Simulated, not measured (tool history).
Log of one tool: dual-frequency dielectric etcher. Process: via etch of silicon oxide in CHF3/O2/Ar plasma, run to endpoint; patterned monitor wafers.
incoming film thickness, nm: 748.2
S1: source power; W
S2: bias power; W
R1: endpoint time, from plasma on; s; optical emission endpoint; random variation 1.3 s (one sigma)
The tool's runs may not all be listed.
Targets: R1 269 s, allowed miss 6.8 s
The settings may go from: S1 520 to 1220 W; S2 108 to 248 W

run  hour    S1   S2      R1
  1     0   870  178  322.74
  2     3   940  185  304.32
  3   5.7   990  187   297.9
  4  11.2  1030  190  290.67
  5  18.2  1160  190  278.66
  6  21.6  1160  168   293.7
  7  30.1  1180  175   284.8
  8  31.1  1190  180  280.85
  9  35.5  1200  183  279.53

Which of these 5 next moves meets every target?
  A  39.9  1100  181   ?
  B  39.9  1050  206   ?
  C  39.9  1110  195   ?
  D  39.9  1220  168   ?
  E  39.9  1140  213   ?

move      R1
   A  290.01
   B  280.28
   C  280.48
   D  286.95
   E  267.95
A: further off than the last run
B: further off than the last run
C: further off than the last run
D: further off than the last run
E: meets every target
Answer: E

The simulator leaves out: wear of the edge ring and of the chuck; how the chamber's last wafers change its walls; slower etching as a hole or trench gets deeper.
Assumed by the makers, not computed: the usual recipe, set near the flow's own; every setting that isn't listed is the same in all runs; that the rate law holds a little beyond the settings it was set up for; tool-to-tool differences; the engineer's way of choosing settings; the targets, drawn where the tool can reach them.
